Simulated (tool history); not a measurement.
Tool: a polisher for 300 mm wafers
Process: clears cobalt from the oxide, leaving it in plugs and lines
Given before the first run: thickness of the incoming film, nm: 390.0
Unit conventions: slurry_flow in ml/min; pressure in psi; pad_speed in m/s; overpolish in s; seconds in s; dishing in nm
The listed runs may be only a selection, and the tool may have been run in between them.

run,day,slurry_flow,pressure,pad_speed,overpolish,seconds,dishing
1,0.000,155,2.0,0.80,27,105.98,53.648
2,0.162,155,1.8,0.78,21,116.10,43.845
3,0.404,155,1.6,0.78,18,129.86,37.594
4,0.471,155,1.5,0.78,17,129.10,35.730
5,0.562,155,1.4,0.78,17,134.65,34.680
6,0.738,155,1.4,0.98,17,114.19,41.008

Run 7, settings as shown, results not yet in. Your forecast:
7,1.008,155,1.2,0.94,16,?,?

seconds: 130.04 s
dishing: 33.628 nm

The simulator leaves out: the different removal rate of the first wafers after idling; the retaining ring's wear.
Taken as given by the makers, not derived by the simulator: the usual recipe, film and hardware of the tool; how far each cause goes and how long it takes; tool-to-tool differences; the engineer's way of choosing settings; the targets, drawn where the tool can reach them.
